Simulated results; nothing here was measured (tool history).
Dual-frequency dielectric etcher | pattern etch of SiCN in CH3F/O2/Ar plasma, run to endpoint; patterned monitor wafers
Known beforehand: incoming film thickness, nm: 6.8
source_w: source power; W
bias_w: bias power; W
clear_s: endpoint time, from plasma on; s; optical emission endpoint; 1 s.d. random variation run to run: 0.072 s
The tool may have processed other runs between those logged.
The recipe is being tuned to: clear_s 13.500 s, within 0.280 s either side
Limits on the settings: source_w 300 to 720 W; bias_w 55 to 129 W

Run 1, hour 0.0: source_w 510 W, bias_w 92 W. Result: clear_s 15.228 s.
Run 2, hour 4.4: source_w 530 W, bias_w 93 W. Result: clear_s 14.895 s.
Run 3, hour 6.3: source_w 550 W, bias_w 94 W. Result: clear_s 14.703 s.
Run 4, hour 7.6: source_w 460 W, bias_w 94 W. Result: clear_s 15.837 s.
Run 5, hour 14.0: source_w 460 W, bias_w 83 W. Result: clear_s 16.544 s.
Run 6, hour 15.6: source_w 500 W, bias_w 83 W. Result: clear_s 15.939 s.
Run 7, hour 23.2: source_w 530 W, bias_w 84 W. Result: clear_s 15.422 s.
Run 8, hour 28.5: source_w 550 W, bias_w 85 W. Result: clear_s 15.066 s.

5 next moves are on the table. One of them brings every result within its allowed miss. Which?
Run A, hour 33.8: source_w 650 W, bias_w 79 W. Result: clear_s ?.
Run B, hour 33.8: source_w 370 W, bias_w 98 W. Result: clear_s ?.
Run C, hour 33.8: source_w 640 W, bias_w 96 W. Result: clear_s ?.
Run D, hour 33.8: source_w 720 W, bias_w 107 W. Result: clear_s ?.
Run E, hour 33.8: source_w 510 W, bias_w 61 W. Result: clear_s ?.

move  clear_s
   A   14.187
   B   17.415
   C   13.483
   D   12.371
   E   17.072
A: nearer the targets than the last run, but a result is still out of spec
B: moves away from the targets compared with the last run
C: each result inside its tolerance
D: pushes the last run's worst result past its target
E: moves away from the targets compared with the last run
Answer: C
